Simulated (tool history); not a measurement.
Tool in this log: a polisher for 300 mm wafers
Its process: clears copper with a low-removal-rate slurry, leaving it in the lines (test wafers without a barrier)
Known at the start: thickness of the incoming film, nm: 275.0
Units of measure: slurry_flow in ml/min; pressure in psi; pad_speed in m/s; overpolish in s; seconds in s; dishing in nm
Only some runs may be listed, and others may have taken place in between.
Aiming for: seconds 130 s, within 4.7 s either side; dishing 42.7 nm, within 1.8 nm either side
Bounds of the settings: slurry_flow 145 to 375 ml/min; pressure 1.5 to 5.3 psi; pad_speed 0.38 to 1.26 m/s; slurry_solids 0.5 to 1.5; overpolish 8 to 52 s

run,day,slurry_flow,pressure,pad_speed,slurry_solids,overpolish,seconds,dishing
1,0,240,3.4,0.82,1,26,85.405,47.311
2,0.121,240,3.4,0.82,1,22,86.012,41.24
3,0.317,235,2.9,0.82,1,26,99.013,41.516
4,0.342,190,2.9,0.82,1,26,103.11,40.493
5,0.629,190,2.9,0.82,1,20,104.44,33.09
6,0.717,180,2.7,0.8,1,25,110.35,37.649
7,0.792,180,2.5,0.8,1,28,118.29,37.279
8,0.812,175,2.4,0.8,1,31,127.28,38.967
9,1.175,175,2.4,0.8,1,32,125.25,40.332

Which single option among these 4 for the next run brings every result within its allowed miss of target? Just one does.
A,1.538,175,2.7,0.76,1,34,?,?
B,1.538,150,2.5,0.76,0.95,35,?,?
C,1.538,150,2.5,0.92,0.5,30,?,?
D,1.538,210,2.4,0.86,1.2,31,?,?

move,seconds,dishing
A,115.05,44.025
B,127.98,41.495
C,124.47,37.873
D,113.31,41.394
A: the worst result of the last run now meets its target, but another is out of spec
B: each result inside its tolerance
C: lands further from the targets than the last run did
D: the worst result of the last run now meets its target, but another is out of spec
B meets every target.

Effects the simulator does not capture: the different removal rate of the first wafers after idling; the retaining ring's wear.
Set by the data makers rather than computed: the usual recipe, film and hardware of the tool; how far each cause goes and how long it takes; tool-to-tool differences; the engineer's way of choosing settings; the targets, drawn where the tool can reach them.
